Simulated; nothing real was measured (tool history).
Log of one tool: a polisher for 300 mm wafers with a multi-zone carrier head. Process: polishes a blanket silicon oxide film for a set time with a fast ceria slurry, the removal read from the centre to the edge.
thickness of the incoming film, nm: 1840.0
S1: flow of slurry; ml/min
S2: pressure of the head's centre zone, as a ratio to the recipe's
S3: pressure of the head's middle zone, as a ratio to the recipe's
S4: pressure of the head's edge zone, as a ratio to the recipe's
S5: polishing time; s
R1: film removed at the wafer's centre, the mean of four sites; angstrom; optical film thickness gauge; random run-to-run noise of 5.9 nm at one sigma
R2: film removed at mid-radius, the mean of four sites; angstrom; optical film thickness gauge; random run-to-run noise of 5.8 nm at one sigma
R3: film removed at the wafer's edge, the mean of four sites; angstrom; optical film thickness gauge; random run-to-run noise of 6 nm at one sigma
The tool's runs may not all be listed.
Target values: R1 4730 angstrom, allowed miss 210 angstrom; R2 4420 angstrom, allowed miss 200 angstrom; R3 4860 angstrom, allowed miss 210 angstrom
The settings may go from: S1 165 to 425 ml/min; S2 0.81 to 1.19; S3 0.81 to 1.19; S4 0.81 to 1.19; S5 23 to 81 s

Run 1, hour 0: S1 275 ml/min, S2 1, S3 1, S4 1, S5 52 s. Result: R1 6572.8 angstrom, R2 6611.4 angstrom, R3 6468.8 angstrom.
Run 2, hour 4.4: S1 275 ml/min, S2 0.93, S3 1, S4 1, S5 52 s. Result: R1 6291.2 angstrom, R2 6637 angstrom, R3 6524.2 angstrom.
Run 3, hour 9.3: S1 275 ml/min, S2 0.93, S3 0.98, S4 1, S5 50 s. Result: R1 5909.3 angstrom, R2 6071.2 angstrom, R3 6311.1 angstrom.
Run 4, hour 15.7: S1 275 ml/min, S2 0.93, S3 0.97, S4 0.99, S5 49 s. Result: R1 5944.4 angstrom, R2 6124.8 angstrom, R3 6226.8 angstrom.
Run 5, hour 20.7: S1 275 ml/min, S2 0.93, S3 0.97, S4 1.06, S5 49 s. Result: R1 5803.8 angstrom, R2 6094.2 angstrom, R3 6470.8 angstrom.
Run 6, hour 29.1: S1 275 ml/min, S2 0.93, S3 1.03, S4 1.06, S5 49 s. Result: R1 5761.6 angstrom, R2 6339.7 angstrom, R3 6259.9 angstrom.
Run 7, hour 30.3: S1 275 ml/min, S2 0.93, S3 1.02, S4 1.05, S5 47 s. Result: R1 5609 angstrom, R2 6150 angstrom, R3 6214.6 angstrom.
Run 8, hour 32: S1 275 ml/min, S2 0.93, S3 1.01, S4 1.03, S5 46 s. Result: R1 5494.6 angstrom, R2 5890 angstrom, R3 5881.6 angstrom.
Run 9, hour 35.8: S1 275 ml/min, S2 0.93, S3 1, S4 1.02, S5 45 s. Result: R1 5408.2 angstrom, R2 5583.4 angstrom, R3 5837.4 angstrom.
Run 10, hour 43: S1 275 ml/min, S2 0.93, S3 1, S4 1.02, S5 45 s. Result: R1 5446.6 angstrom, R2 5815.8 angstrom, R3 5798.3 angstrom.

4 next moves are on the table. One of them brings every result within its allowed miss. Which?
Run A, hour 50.2: S1 280 ml/min, S2 0.96, S3 0.97, S4 0.97, S5 39 s. Result: R1 ?, R2 ?, R3 ?.
Run B, hour 50.2: S1 175 ml/min, S2 1.12, S3 0.92, S4 1.04, S5 40 s. Result: R1 ?, R2 ?, R3 ?.
Run C, hour 50.2: S1 265 ml/min, S2 1.02, S3 0.95, S4 0.81, S5 37 s. Result: R1 ?, R2 ?, R3 ?.
Run D, hour 50.2: S1 270 ml/min, S2 1, S3 0.93, S4 1.07, S5 37 s. Result: R1 ?, R2 ?, R3 ?.

move      R1      R2      R3
   A  4784.5  4810.1    4808
   B    5312  4410.6  4821.9
   C  4791.3  4457.4  4253.2
   D  4707.2    4389  4729.3
A: better than the last run, though not everything is in spec
B: puts the biggest miss on target and leaves a different result outside tolerance
C: puts the biggest miss on target and leaves a different result outside tolerance
D: every result lands within tolerance
Answer: D

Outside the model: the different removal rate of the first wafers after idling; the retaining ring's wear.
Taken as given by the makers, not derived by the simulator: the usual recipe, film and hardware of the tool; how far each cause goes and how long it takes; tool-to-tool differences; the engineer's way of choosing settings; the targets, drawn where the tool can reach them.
